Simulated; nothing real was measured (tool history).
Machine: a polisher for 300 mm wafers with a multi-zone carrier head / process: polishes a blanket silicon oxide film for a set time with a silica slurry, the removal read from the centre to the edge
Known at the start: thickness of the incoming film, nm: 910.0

run  hour  flow of slurry (ml/min)  pressure of the head's centre zone  pressure of the head's middle zone  pressure of the head's edge zone  abrasive content of the slurry  polishing time (s)  film removed at the wafer's centre (nm)  film removed at mid-radius (nm)  film removed at the wafer's edge (nm)
  1     0                      275                                   1                                   1                                 1                               1                  75                                   139.26                           134.83                                 140.73
  2   3.1                      275                                   1                                   1                                 1                               1                  85                                   155.85                           152.71                                 156.69
  3   4.3                      275                                1.03                                1.04                              0.94                            0.85                  74                                   130.08                           129.31                                 124.59
  4   5.5                      280                                1.06                                1.06                               0.9                            0.75                  68                                   118.59                           115.11                                 106.54
  5   7.9                      280                                1.06                                0.98                               0.9                            0.75                  68                                   119.34                            109.4                                 106.97
  6  12.3                      280                                1.07                                1.01                              0.87                            0.65                  65                                   107.62                           99.976                                 94.918
  7  16.7                      280                                1.08                                1.04                              0.85                             0.6                  64                                   103.91                           99.441                                 88.648
  8  23.1                      275                                1.08                                1.04                              0.84                            0.55                  64                                    98.61                           93.894                                 85.578

The next listed run, before its measurement:
  9  29.2                      275                                1.08                                1.04                              0.84                            0.55                  64                                        ?                                ?                                      ?

{"run 9": {"film removed at the wafer's centre (nm)": 99.904, "film removed at mid-radius (nm)": 94.038, "film removed at the wafer's edge (nm)": 85.508}}
